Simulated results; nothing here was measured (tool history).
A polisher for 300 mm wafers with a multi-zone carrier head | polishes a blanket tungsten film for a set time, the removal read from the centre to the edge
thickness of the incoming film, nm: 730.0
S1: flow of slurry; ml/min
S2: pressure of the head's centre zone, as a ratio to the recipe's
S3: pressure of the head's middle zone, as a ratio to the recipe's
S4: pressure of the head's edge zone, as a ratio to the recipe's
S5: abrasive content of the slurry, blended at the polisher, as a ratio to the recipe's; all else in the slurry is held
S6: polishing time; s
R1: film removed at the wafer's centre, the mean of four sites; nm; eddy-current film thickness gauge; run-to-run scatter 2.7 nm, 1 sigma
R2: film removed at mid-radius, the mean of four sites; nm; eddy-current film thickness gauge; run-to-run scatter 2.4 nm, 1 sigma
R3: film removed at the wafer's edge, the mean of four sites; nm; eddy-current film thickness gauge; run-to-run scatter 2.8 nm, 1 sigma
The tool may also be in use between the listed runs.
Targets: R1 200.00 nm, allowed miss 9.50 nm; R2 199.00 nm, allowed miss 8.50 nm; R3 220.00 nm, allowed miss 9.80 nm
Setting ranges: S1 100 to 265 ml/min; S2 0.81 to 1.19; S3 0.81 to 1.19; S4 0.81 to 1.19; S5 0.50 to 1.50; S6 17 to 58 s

run 1 hour=0.0 | S1=170 S2=1.00 S3=1.00 S4=1.00 S5=1.00 S6=37 | R1=270.35 R2=240.91 R3=244.49
run 2 hour=2.9 | S1=170 S2=1.00 S3=0.93 S4=1.00 S5=1.00 S6=37 | R1=270.04 R2=228.85 R3=246.42
run 3 hour=6.3 | S1=170 S2=1.00 S3=0.96 S4=1.00 S5=1.00 S6=37 | R1=265.60 R2=238.19 R3=247.29
run 4 hour=8.3 | S1=160 S2=0.96 S3=0.94 S4=0.99 S5=0.90 S6=37 | R1=254.99 R2=220.51 R3=239.05
run 5 hour=13.1 | S1=160 S2=0.96 S3=0.98 S4=0.99 S5=0.90 S6=37 | R1=249.09 R2=231.03 R3=241.49
run 6 hour=14.1 | S1=125 S2=0.96 S3=0.98 S4=0.99 S5=0.90 S6=37 | R1=242.02 R2=220.73 R3=226.74
run 7 hour=21.4 | S1=120 S2=0.92 S3=0.97 S4=1.00 S5=0.85 S6=37 | R1=220.89 R2=216.60 R3=232.30
run 8 hour=25.6 | S1=115 S2=0.91 S3=0.96 S4=0.99 S5=0.80 S6=37 | R1=211.76 R2=210.84 R3=227.40
run 9 hour=29.4 | S1=115 S2=0.91 S3=0.95 S4=0.99 S5=0.80 S6=37 | R1=217.29 R2=207.38 R3=225.22
run 10 hour=36.9 | S1=110 S2=0.90 S3=0.95 S4=0.99 S5=0.80 S6=37 | R1=213.06 R2=210.80 R3=216.65

Pick the move, out of 5, that brings all results within their allowed miss; only one does.
run A hour=44.4 | S1=165 S2=0.81 S3=1.13 S4=0.96 S5=0.50 S6=34 | R1=? R2=? R3=?
run B hour=44.4 | S1=155 S2=0.92 S3=1.02 S4=1.15 S5=0.65 S6=33 | R1=? R2=? R3=?
run C hour=44.4 | S1=100 S2=0.86 S3=1.05 S4=0.81 S5=1.35 S6=34 | R1=? R2=? R3=?
run D hour=44.4 | S1=100 S2=0.82 S3=0.96 S4=0.91 S5=1.00 S6=38 | R1=? R2=? R3=?
run E hour=44.4 | S1=110 S2=0.97 S3=0.91 S4=0.95 S5=0.95 S6=36 | R1=? R2=? R3=?

move=A R1=180.72 R2=220.45 R3=199.97
move=B R1=203.99 R2=200.97 R3=218.74
move=C R1=198.53 R2=217.72 R3=201.46
move=D R1=200.12 R2=213.56 R3=224.82
move=E R1=228.85 R2=196.52 R3=219.28
A: lands further from the targets than the last run did
B: each result inside its tolerance
C: lands further from the targets than the last run did
D: lands further from the targets than the last run did
E: corrects the largest miss of the last run, while another result sits out of spec
The move that meets every target is B.
